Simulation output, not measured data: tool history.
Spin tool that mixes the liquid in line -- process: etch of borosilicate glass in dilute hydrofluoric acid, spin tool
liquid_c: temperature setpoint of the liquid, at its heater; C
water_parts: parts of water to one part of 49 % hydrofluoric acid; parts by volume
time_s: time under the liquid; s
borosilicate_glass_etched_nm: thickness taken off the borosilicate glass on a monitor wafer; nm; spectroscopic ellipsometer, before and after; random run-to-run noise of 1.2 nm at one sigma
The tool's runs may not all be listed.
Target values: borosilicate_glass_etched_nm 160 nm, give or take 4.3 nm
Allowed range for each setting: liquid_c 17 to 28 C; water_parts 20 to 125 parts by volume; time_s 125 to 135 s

run 1 hour=0 | liquid_c=20 water_parts=70 time_s=125 | borosilicate_glass_etched_nm=52.594
run 2 hour=5 | liquid_c=18 water_parts=70 time_s=125 | borosilicate_glass_etched_nm=48.519
run 3 hour=9.3 | liquid_c=18 water_parts=70 time_s=125 | borosilicate_glass_etched_nm=48.839
run 4 hour=10.4 | liquid_c=19.5 water_parts=70 time_s=125 | borosilicate_glass_etched_nm=52.198
run 5 hour=12.3 | liquid_c=20.5 water_parts=65 time_s=125 | borosilicate_glass_etched_nm=58.803
run 6 hour=19.3 | liquid_c=20.5 water_parts=55 time_s=125 | borosilicate_glass_etched_nm=70.37
run 7 hour=21.1 | liquid_c=21.5 water_parts=50 time_s=125 | borosilicate_glass_etched_nm=80.194
-- hour=26.1 thermometer replaced
run 8 hour=26.1 | liquid_c=22 water_parts=45 time_s=125 | borosilicate_glass_etched_nm=101.81
run 9 hour=34.3 | liquid_c=22.5 water_parts=45 time_s=125 | borosilicate_glass_etched_nm=102.65
run 10 hour=37.2 | liquid_c=23 water_parts=45 time_s=125 | borosilicate_glass_etched_nm=105.6
run 11 hour=44.4 | liquid_c=23.5 water_parts=45 time_s=125 | borosilicate_glass_etched_nm=110.15
run 12 hour=47.8 | liquid_c=24 water_parts=45 time_s=125 | borosilicate_glass_etched_nm=112.66
run 13 hour=54.6 | liquid_c=24.5 water_parts=45 time_s=125 | borosilicate_glass_etched_nm=112.49
run 14 hour=60.2 | liquid_c=25 water_parts=45 time_s=125 | borosilicate_glass_etched_nm=115.14
run 15 hour=64.9 | liquid_c=25.5 water_parts=45 time_s=125 | borosilicate_glass_etched_nm=117.64
run 16 hour=71.1 | liquid_c=26 water_parts=45 time_s=125 | borosilicate_glass_etched_nm=118.67

Which single option among these 5 for the next run brings every result within its allowed miss of target? Just one does.
run A hour=77.3 | liquid_c=26.5 water_parts=40 time_s=135 | borosilicate_glass_etched_nm=?
run B hour=77.3 | liquid_c=27 water_parts=40 time_s=135 | borosilicate_glass_etched_nm=?
run C hour=77.3 | liquid_c=27 water_parts=35 time_s=135 | borosilicate_glass_etched_nm=?
run D hour=77.3 | liquid_c=27.5 water_parts=45 time_s=135 | borosilicate_glass_etched_nm=?
run E hour=77.3 | liquid_c=28 water_parts=40 time_s=135 | borosilicate_glass_etched_nm=?

move=A borosilicate_glass_etched_nm=149.78
move=B borosilicate_glass_etched_nm=152.86
move=C borosilicate_glass_etched_nm=175.97
move=D borosilicate_glass_etched_nm=137.64
move=E borosilicate_glass_etched_nm=159.16
A: better than the last run, though not everything is in spec
B: better than the last run, though not everything is in spec
C: pushes the last run's worst result past its target
D: better than the last run, though not everything is in spec
E: every result within its allowed miss
E is the move that brings every result within its allowed miss.

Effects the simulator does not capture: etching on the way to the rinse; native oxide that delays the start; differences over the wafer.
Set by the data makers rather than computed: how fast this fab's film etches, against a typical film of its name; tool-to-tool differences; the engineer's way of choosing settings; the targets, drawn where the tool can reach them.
